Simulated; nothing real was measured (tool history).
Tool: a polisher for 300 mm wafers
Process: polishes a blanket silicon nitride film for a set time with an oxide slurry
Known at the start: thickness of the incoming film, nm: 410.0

run,hour,flow of slurry (ml/min),pressure of the wafer on the pad (psi),speed of the pad under the wafer (cm/s),abrasive content of the slurry,polishing time (s),film removed (nm)
1,0,165,3.3,126,1,19,12.643
2,8.4,165,3.4,126,1,19,12.914
3,10.2,165,3.4,126,1,19,13.043
4,12.9,165,3.5,126,1,19,13.478
5,19.8,165,3.5,126,1,19,13.444
6,21.8,165,3.6,126,1,19,13.922
7,30.2,165,3.7,126,1,19,14.386
8,33.9,165,3.8,126,1,19,14.481
9,34.7,165,3.8,126,1,19,14.424
10,37.4,165,3.9,126,1,19,14.548
11,46.2,165,4,126,1,19,15.529
12,48.5,165,4.1,126,1,19,15.491

The next listed run, before its measurement:
13,55.5,165,4.2,126,1,19,?

film removed (nm): 15.743
